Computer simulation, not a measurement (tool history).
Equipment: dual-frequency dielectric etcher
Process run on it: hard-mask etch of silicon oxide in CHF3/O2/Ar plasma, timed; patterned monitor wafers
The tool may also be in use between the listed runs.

run,hour,source power (kW),bias power (kW),etch time (s),mean etch depth across the wafer (angstrom)
1,0,0.57,0.129,22,356.62
2,5.9,0.59,0.13,22,364.67
3,10.3,0.59,0.114,22,351.54
4,13,0.61,0.115,22,356.82
5,18.3,0.63,0.116,22,364.21
6,19.4,0.64,0.117,22,366.44
7,25.5,0.65,0.118,22,369.28

What will run 8 give?
8,34.4,0.66,0.119,22,?

Logged for run 8: mean etch depth across the wafer (angstrom) 376.18.

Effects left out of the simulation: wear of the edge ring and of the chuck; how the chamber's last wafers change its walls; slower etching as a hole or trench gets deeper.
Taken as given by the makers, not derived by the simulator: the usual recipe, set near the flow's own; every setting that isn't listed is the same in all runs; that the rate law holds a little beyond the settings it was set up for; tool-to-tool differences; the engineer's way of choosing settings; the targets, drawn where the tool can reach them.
